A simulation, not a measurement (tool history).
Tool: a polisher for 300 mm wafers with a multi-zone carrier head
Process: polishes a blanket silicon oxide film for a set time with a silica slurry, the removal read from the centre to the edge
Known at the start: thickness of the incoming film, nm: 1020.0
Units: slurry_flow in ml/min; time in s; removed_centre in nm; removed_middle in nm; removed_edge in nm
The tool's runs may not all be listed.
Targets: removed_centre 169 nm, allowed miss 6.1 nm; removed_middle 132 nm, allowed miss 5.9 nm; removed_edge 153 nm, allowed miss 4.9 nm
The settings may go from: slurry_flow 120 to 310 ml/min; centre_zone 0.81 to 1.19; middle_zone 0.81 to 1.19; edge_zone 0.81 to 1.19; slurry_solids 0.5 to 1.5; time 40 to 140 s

Run 1, hour 0: slurry_flow 200 ml/min, centre_zone 1, middle_zone 1, edge_zone 1, slurry_solids 1, time 90 s. Result: removed_centre 211.51 nm, removed_middle 206.67 nm, removed_edge 208.5 nm.
Run 2, hour 3.2: slurry_flow 195 ml/min, centre_zone 1.01, middle_zone 0.97, edge_zone 0.99, slurry_solids 0.95, time 90 s. Result: removed_centre 206.02 nm, removed_middle 197.05 nm, removed_edge 205.99 nm.
Run 3, hour 4.9: slurry_flow 195 ml/min, centre_zone 1.01, middle_zone 0.97, edge_zone 0.99, slurry_solids 0.95, time 98 s. Result: removed_centre 228.07 nm, removed_middle 220 nm, removed_edge 224.33 nm.
Run 4, hour 6: slurry_flow 195 ml/min, centre_zone 1.03, middle_zone 0.95, edge_zone 0.98, slurry_solids 0.9, time 95 s. Result: removed_centre 217.53 nm, removed_middle 202.98 nm, removed_edge 204.22 nm.
Run 5, hour 6.9: slurry_flow 190 ml/min, centre_zone 1.04, middle_zone 0.93, edge_zone 1, slurry_solids 0.85, time 94 s. Result: removed_centre 212.16 nm, removed_middle 187.35 nm, removed_edge 199.86 nm.
Run 6, hour 13.5: slurry_flow 185 ml/min, centre_zone 1.04, middle_zone 0.91, edge_zone 1, slurry_solids 0.8, time 93 s. Result: removed_centre 205.83 nm, removed_middle 178.53 nm, removed_edge 196.47 nm.
Run 7, hour 20.7: slurry_flow 185 ml/min, centre_zone 1.04, middle_zone 0.9, edge_zone 0.99, slurry_solids 0.75, time 92 s. Result: removed_centre 196.34 nm, removed_middle 171.97 nm, removed_edge 183.63 nm.
Run 8, hour 25.3: slurry_flow 180 ml/min, centre_zone 1.04, middle_zone 0.89, edge_zone 0.99, slurry_solids 0.7, time 92 s. Result: removed_centre 185.11 nm, removed_middle 162.78 nm, removed_edge 178.84 nm.
Run 9, hour 31.6: slurry_flow 175 ml/min, centre_zone 1.05, middle_zone 0.88, edge_zone 0.99, slurry_solids 0.7, time 92 s. Result: removed_centre 191.22 nm, removed_middle 158.1 nm, removed_edge 177.03 nm.
Run 10, hour 39: slurry_flow 170 ml/min, centre_zone 1.05, middle_zone 0.87, edge_zone 0.98, slurry_solids 0.7, time 92 s. Result: removed_centre 188.33 nm, removed_middle 159.04 nm, removed_edge 178.99 nm.
Run 11, hour 42.1: slurry_flow 185 ml/min, centre_zone 1.1, middle_zone 0.83, edge_zone 0.99, slurry_solids 0.5, time 84 s. Result: removed_centre 150.65 nm, removed_middle 116.86 nm, removed_edge 137.08 nm.
Run 12, hour 50.2: slurry_flow 185 ml/min, centre_zone 1.1, middle_zone 0.84, edge_zone 1, slurry_solids 0.5, time 84 s. Result: removed_centre 152.43 nm, removed_middle 118.58 nm, removed_edge 137.41 nm.

4 next moves are on the table. One of them brings every result within its allowed miss. Which?
Run A, hour 58.3: slurry_flow 175 ml/min, centre_zone 1.14, middle_zone 0.89, edge_zone 1.07, slurry_solids 0.5, time 91 s. Result: removed_centre ?, removed_middle ?, removed_edge ?.
Run B, hour 58.3: slurry_flow 180 ml/min, centre_zone 0.96, middle_zone 0.88, edge_zone 0.99, slurry_solids 0.5, time 78 s. Result: removed_centre ?, removed_middle ?, removed_edge ?.
Run C, hour 58.3: slurry_flow 175 ml/min, centre_zone 1.18, middle_zone 0.81, edge_zone 1.05, slurry_solids 0.65, time 86 s. Result: removed_centre ?, removed_middle ?, removed_edge ?.
Run D, hour 58.3: slurry_flow 135 ml/min, centre_zone 1.13, middle_zone 0.81, edge_zone 1.04, slurry_solids 0.75, time 83 s. Result: removed_centre ?, removed_middle ?, removed_edge ?.

move  removed_centre  removed_middle  removed_edge
   A          168.63          134.01        152.47
   B          123.42          114.28        126.13
   C          189.22          134.77        164.32
   D           181.7           135.4        165.69
A: meets every target
B: further off than the last run
C: takes the result that was furthest off past its target
D: takes the result that was furthest off past its target
The right move is A.
